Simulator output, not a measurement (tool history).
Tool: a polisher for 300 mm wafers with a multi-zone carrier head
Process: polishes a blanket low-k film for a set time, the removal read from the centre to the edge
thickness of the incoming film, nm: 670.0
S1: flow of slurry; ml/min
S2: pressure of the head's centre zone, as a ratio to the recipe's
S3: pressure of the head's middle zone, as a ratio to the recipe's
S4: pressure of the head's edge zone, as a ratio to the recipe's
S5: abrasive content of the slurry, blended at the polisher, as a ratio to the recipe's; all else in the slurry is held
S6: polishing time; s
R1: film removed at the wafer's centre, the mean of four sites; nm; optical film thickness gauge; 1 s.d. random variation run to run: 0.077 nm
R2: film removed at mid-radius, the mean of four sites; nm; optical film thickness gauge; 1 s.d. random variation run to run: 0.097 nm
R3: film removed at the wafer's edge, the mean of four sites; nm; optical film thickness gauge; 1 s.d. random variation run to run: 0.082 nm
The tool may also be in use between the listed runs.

run,day,S1,S2,S3,S4,S5,S6,R1,R2,R3
1,0,295,1,1,1,1,57,12.803,12.837,12.948
2,0.104,295,1,1.08,1,1,57,12.615,13.625,12.685
3,0.475,295,1,1.08,1,1,46,10.164,11.031,10.249
4,0.579,290,0.99,1.06,0.99,0.95,46,9.892,10.691,10.082
5,0.762,290,0.99,1.02,0.99,0.95,46,9.958,10.056,10.198
6,0.833,290,0.99,1.02,1.05,0.95,46,10.006,10.303,10.306
7,1.004,290,0.98,1.02,1.04,0.9,46,9.6861,10.095,10.019

Run 8 has not been measured yet. What should we expect?
8,1.129,270,0.88,0.93,0.94,0.7,46,?,?,?

R1: 7.9003 nm
R2: 8.5454 nm
R3: 8.8695 nm

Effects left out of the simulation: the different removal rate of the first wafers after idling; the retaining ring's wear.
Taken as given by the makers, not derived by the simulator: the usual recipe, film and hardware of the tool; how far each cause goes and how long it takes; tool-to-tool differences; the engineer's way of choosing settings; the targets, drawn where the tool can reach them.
